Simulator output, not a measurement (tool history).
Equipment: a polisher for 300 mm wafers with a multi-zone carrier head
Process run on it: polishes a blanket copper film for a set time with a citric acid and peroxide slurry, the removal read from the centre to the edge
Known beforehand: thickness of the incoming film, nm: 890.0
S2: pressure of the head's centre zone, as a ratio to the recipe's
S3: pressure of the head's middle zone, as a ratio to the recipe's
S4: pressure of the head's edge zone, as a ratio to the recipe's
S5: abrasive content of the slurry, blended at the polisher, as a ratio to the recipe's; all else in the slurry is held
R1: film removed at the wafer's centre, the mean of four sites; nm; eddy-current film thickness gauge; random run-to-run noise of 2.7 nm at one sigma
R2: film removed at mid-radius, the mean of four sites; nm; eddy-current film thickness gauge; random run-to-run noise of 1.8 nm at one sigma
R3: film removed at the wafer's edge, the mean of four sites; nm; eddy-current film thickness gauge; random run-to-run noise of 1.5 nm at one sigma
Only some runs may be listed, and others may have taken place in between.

run 1 hour=0.0 | flow_of_slurry_(ml/min)=310 S2=1.00 S3=1.00 S4=1.00 S5=1.00 polishing_time_(s)=43 | R1=160.00 R2=153.57 R3=162.68
run 2 hour=6.1 | flow_of_slurry_(ml/min)=315 S2=1.03 S3=1.02 S4=1.03 S5=1.10 polishing_time_(s)=43 | R1=164.60 R2=160.27 R3=166.67
run 3 hour=9.4 | flow_of_slurry_(ml/min)=320 S2=1.06 S3=1.02 S4=1.05 S5=1.20 polishing_time_(s)=44 | R1=175.15 R2=166.46 R3=173.92
run 4 hour=12.5 | flow_of_slurry_(ml/min)=325 S2=1.08 S3=1.02 S4=1.07 S5=1.25 polishing_time_(s)=44 | R1=188.52 R2=170.08 R3=181.37
run 5 hour=14.2 | flow_of_slurry_(ml/min)=365 S2=1.08 S3=1.02 S4=1.07 S5=1.25 polishing_time_(s)=44 | R1=187.80 R2=170.32 R3=182.38
run 6 hour=22.6 | flow_of_slurry_(ml/min)=370 S2=1.09 S3=1.03 S4=1.08 S5=1.25 polishing_time_(s)=44 | R1=186.45 R2=172.97 R3=181.38
run 7 hour=23.8 | flow_of_slurry_(ml/min)=370 S2=1.09 S3=1.03 S4=1.08 S5=1.25 polishing_time_(s)=44 | R1=192.61 R2=172.12 R3=183.24
run 8 hour=30.2 | flow_of_slurry_(ml/min)=375 S2=1.09 S3=1.04 S4=1.09 S5=1.25 polishing_time_(s)=44 | R1=193.98 R2=172.10 R3=184.26
run 9 hour=37.3 | flow_of_slurry_(ml/min)=375 S2=1.09 S3=1.05 S4=1.10 S5=1.30 polishing_time_(s)=44 | R1=190.72 R2=176.41 R3=186.24

Run 10, settings as shown, results not yet in. Your forecast:
run 10 hour=40.5 | flow_of_slurry_(ml/min)=380 S2=1.10 S3=1.05 S4=1.11 S5=1.30 polishing_time_(s)=44 | R1=? R2=? R3=?

{"run 10": {"R1": 195.53, "R2": 173.5, "R3": 188.59}}
